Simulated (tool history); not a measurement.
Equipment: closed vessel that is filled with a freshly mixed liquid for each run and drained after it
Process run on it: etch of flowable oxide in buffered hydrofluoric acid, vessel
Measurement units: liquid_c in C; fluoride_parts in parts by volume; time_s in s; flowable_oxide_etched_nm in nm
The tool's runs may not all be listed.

run,hour,liquid_c,fluoride_parts,time_s,flowable_oxide_etched_nm
1,0.0,21.0,14.5,100,243.68
2,4.8,17.5,14.5,100,200.00
3,6.4,20.0,14.5,100,229.88
4,13.4,20.0,14.5,105,243.07
5,15.4,20.0,14.5,105,242.31
6,18.1,22.0,14.5,105,269.27
7,22.0,23.5,14.5,105,293.51

Predict the results of run 8:
8,27.4,24.5,14.5,105,?

Run 8 gave flowable_oxide_etched_nm 311.04 nm.

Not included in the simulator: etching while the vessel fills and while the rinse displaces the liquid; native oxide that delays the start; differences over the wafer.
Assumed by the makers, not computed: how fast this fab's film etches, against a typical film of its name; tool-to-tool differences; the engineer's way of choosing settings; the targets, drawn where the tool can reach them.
